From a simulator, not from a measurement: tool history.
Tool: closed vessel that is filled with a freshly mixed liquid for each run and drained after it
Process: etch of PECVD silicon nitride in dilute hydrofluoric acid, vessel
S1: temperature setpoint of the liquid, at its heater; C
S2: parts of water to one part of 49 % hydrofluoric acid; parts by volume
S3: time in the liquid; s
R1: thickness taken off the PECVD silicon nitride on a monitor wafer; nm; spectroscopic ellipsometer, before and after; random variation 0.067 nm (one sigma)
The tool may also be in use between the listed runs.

run 1 hour=0 | S1=23 S2=95 S3=995 | R1=33.698
run 2 hour=3 | S1=22 S2=95 S3=995 | R1=31.538
run 3 hour=9.8 | S1=22 S2=95 S3=1065 | R1=33.735
run 4 hour=19 | S1=24.5 S2=95 S3=1065 | R1=39.864
run 5 hour=24.8 | S1=27 S2=95 S3=1065 | R1=46.98
run 6 hour=31.7 | S1=27 S2=95 S3=995 | R1=43.795
run 7 hour=35 | S1=25 S2=95 S3=995 | R1=38.805
run 8 hour=42.2 | S1=23.5 S2=95 S3=995 | R1=34.985

Run 9, settings as shown, results not yet in. Your forecast:
run 9 hour=50.4 | S1=22.5 S2=100 S3=995 | R1=?

Run 9 produced R1 31.148 nm.

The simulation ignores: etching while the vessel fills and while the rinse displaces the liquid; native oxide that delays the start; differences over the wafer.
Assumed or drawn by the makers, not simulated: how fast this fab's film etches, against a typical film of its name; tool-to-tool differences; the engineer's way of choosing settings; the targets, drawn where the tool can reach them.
